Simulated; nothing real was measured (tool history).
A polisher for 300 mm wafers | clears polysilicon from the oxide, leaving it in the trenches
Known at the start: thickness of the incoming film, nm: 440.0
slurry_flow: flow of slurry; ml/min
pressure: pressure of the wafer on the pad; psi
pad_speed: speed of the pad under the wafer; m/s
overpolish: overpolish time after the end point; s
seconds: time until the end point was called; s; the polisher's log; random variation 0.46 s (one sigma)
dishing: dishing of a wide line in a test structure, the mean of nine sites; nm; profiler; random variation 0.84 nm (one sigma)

run,hour,slurry_flow,pressure,pad_speed,overpolish,seconds,dishing
1,0.0,200,3.0,1.02,20,33.750,43.881
2,8.9,200,3.0,1.02,14,33.752,45.117
3,15.4,200,3.0,1.02,6,33.839,37.645
4,21.3,200,3.0,1.02,15,34.071,45.290
# hour 30.2: head pressure recalibrated
5,30.2,200,2.9,1.02,15,32.658,44.566
6,36.9,200,2.8,1.00,15,34.125,44.536

The next listed run, before its measurement:
7,40.2,200,2.7,0.98,14,?,?

seconds: 37.134 s
dishing: 44.096 nm
